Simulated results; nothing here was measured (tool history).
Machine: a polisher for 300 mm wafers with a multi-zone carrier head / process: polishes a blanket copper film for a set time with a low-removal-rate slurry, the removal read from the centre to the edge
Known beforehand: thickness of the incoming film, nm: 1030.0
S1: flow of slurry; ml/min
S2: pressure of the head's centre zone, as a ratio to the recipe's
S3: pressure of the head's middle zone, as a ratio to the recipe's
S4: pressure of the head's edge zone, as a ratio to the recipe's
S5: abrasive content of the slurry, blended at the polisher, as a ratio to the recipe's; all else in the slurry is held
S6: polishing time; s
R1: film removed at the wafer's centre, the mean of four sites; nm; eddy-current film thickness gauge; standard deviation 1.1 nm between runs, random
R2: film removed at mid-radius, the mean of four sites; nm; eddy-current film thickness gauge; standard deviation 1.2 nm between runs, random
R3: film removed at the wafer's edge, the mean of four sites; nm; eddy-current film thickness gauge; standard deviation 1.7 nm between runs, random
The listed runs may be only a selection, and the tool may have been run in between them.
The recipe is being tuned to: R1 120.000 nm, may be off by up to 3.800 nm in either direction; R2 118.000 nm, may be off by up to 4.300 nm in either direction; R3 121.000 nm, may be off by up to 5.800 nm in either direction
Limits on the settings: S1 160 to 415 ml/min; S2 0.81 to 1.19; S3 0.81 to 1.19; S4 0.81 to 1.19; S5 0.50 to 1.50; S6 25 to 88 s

run  hour   S1    S2    S3    S4    S5  S6       R1       R2       R3
  1   0.0  265  1.00  1.00  1.00  1.00  56  100.350   99.149  101.850
  2   8.1  275  1.02  1.02  1.04  1.10  56  104.570  104.310  103.150
  3  12.1  275  1.02  1.02  1.04  1.10  50   93.371   92.523   93.271
  4  20.2  275  1.02  1.02  1.04  1.10  41   76.955   76.502   74.359
  5  27.3  270  1.02  1.02  1.06  1.20  46   88.361   85.777   86.518
  6  35.3  270  1.02  1.02  1.06  1.20  53  100.110   99.370  100.020
  7  41.8  270  1.02  1.02  1.07  1.30  55  106.540  105.500  104.560
  8  47.9  270  1.02  1.02  1.09  1.35  56  108.490  106.970  111.410
  9  50.5  280  1.03  1.03  1.11  1.40  56  112.370  109.420  112.780
 10  54.3  290  1.03  1.04  1.13  1.45  56  111.580  111.320  115.080
 11  58.6  290  1.03  1.04  1.13  1.45  56  112.210  111.450  115.820
 12  59.4  295  1.04  1.05  1.14  1.45  56  114.420  112.360  115.510
 13  64.8  295  1.04  1.05  1.14  1.45  56  112.910  112.600  114.020

Below are 5 possible settings for the next run. Only one of them brings all results inside the allowed miss of their targets. Which is it?
  A  70.2  290  0.98  1.01  1.16  1.50  56   ?   ?   ?
  B  70.2  310  1.04  1.04  1.14  1.25  61   ?   ?   ?
  C  70.2  290  1.02  0.91  1.12  1.50  59   ?   ?   ?
  D  70.2  305  1.18  1.09  1.02  1.50  55   ?   ?   ?
  E  70.2  295  0.98  0.95  1.18  1.40  56   ?   ?   ?

move       R1       R2       R3
   A  108.880  109.800  116.750
   B  121.330  118.020  121.330
   C  119.350  105.980  121.250
   D  129.480  115.350  108.570
   E  107.240  102.740  115.980
A: further off than the last run
B: each result inside its tolerance
C: corrects the largest miss of the last run, while another result sits out of spec
D: takes the biggest miss from the last run beyond its target
E: further off than the last run
Go with B: it meets all targets.
